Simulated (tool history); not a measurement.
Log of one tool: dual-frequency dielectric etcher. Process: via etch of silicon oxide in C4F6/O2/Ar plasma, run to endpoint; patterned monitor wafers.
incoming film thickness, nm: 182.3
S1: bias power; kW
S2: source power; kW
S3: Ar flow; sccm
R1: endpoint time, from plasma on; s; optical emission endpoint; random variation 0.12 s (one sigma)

Run 1, hour 0.0: S1 0.619 kW, S2 0.400 kW, S3 400 sccm. Result: R1 33.650 s.
Run 2, hour 6.2: S1 0.619 kW, S2 0.350 kW, S3 400 sccm. Result: R1 34.978 s.
Run 3, hour 14.7: S1 0.648 kW, S2 0.370 kW, S3 394 sccm. Result: R1 33.704 s.
Run 4, hour 18.2: S1 0.674 kW, S2 0.390 kW, S3 390 sccm. Result: R1 32.426 s.
Run 5, hour 23.0: S1 0.674 kW, S2 0.390 kW, S3 454 sccm. Result: R1 32.924 s.
Run 6, hour 25.2: S1 0.630 kW, S2 0.390 kW, S3 454 sccm. Result: R1 34.015 s.
Run 7, hour 27.9: S1 0.658 kW, S2 0.400 kW, S3 451 sccm. Result: R1 32.987 s.
Run 8, hour 36.2: S1 0.782 kW, S2 0.480 kW, S3 423 sccm. Result: R1 28.667 s.

Forecast run 9:
Run 9, hour 42.6: S1 0.792 kW, S2 0.490 kW, S3 422 sccm. Result: R1 ?.

R1: 28.138 s
